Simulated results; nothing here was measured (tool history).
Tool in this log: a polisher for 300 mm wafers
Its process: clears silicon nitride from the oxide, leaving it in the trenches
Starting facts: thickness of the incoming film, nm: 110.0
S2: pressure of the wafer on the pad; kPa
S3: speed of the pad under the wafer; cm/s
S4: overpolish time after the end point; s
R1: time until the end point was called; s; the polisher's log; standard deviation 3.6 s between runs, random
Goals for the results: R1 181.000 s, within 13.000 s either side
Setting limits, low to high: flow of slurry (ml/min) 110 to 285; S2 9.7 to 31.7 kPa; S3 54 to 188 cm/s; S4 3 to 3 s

Run 1, hour 0.0: flow of slurry (ml/min) 180, S2 20.7 kPa, S3 120 cm/s, S4 3 s. Result: R1 94.207 s.
Run 2, hour 6.7: flow of slurry (ml/min) 180, S2 18.6 kPa, S3 116 cm/s, S4 3 s. Result: R1 101.860 s.
Run 3, hour 12.7: flow of slurry (ml/min) 180, S2 17.2 kPa, S3 108 cm/s, S4 3 s. Result: R1 123.500 s.
Run 4, hour 18.2: flow of slurry (ml/min) 180, S2 15.9 kPa, S3 106 cm/s, S4 3 s. Result: R1 134.950 s.
Run 5, hour 23.1: flow of slurry (ml/min) 180, S2 15.2 kPa, S3 106 cm/s, S4 3 s. Result: R1 137.260 s.
Run 6, hour 28.5: flow of slurry (ml/min) 180, S2 15.2 kPa, S3 106 cm/s, S4 3 s. Result: R1 135.610 s.
Run 7, hour 30.9: flow of slurry (ml/min) 180, S2 14.5 kPa, S3 104 cm/s, S4 3 s. Result: R1 149.750 s.
Run 8, hour 36.3: flow of slurry (ml/min) 180, S2 13.8 kPa, S3 104 cm/s, S4 3 s. Result: R1 153.520 s.
Run 9, hour 44.4: flow of slurry (ml/min) 180, S2 13.1 kPa, S3 104 cm/s, S4 3 s. Result: R1 167.710 s.

Exactly one of the 4 candidate moves below puts every result within its allowed miss. Which one?
Run A, hour 52.5: flow of slurry (ml/min) 175, S2 11.0 kPa, S3 114 cm/s, S4 3 s. Result: R1 ?.
Run B, hour 52.5: flow of slurry (ml/min) 160, S2 15.9 kPa, S3 94 cm/s, S4 3 s. Result: R1 ?.
Run C, hour 52.5: flow of slurry (ml/min) 140, S2 11.7 kPa, S3 128 cm/s, S4 3 s. Result: R1 ?.
Run D, hour 52.5: flow of slurry (ml/min) 190, S2 13.8 kPa, S3 112 cm/s, S4 3 s. Result: R1 ?.

move       R1
   A  173.770
   B  149.820
   C  151.100
   D  141.550
A: in spec on every target
B: its largest miss is bigger than the last run's
C: its largest miss is bigger than the last run's
D: its largest miss is bigger than the last run's
The move that meets every target is A.
